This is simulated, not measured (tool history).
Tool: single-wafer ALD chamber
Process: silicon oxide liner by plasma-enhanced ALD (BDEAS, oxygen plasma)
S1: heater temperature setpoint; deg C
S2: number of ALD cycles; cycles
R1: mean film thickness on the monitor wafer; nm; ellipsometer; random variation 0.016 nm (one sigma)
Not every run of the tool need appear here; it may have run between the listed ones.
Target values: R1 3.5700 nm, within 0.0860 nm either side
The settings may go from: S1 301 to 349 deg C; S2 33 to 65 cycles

run 1 hour=0.0 | S1=325 S2=49 | R1=4.5693
run 2 hour=4.1 | S1=325 S2=47 | R1=4.4036
run 3 hour=6.8 | S1=325 S2=45 | R1=4.2210
run 4 hour=12.9 | S1=325 S2=49 | R1=4.6054
run 5 hour=14.5 | S1=335 S2=49 | R1=4.5127
run 6 hour=20.2 | S1=335 S2=47 | R1=4.3370
run 7 hour=21.9 | S1=335 S2=46 | R1=4.2076
run 8 hour=29.2 | S1=335 S2=45 | R1=4.1478
run 9 hour=30.6 | S1=335 S2=45 | R1=4.1156
run 10 hour=38.4 | S1=335 S2=44 | R1=4.0589
run 11 hour=44.2 | S1=336 S2=36 | R1=3.3256

Of the 4 settings listed for the next run, only one would bring every result within its allowed miss of target. Which one?
run A hour=50.0 | S1=330 S2=36 | R1=?
run B hour=50.0 | S1=343 S2=39 | R1=?
run C hour=50.0 | S1=349 S2=37 | R1=?
run D hour=50.0 | S1=333 S2=36 | R1=?

move=A R1=3.3352
move=B R1=3.5529
move=C R1=3.3443
move=D R1=3.3224
A: no nearer and no further than the last run
B: in spec on every target
C: better than the last run, though not everything is in spec
D: no nearer and no further than the last run
Go with B: it meets all targets.

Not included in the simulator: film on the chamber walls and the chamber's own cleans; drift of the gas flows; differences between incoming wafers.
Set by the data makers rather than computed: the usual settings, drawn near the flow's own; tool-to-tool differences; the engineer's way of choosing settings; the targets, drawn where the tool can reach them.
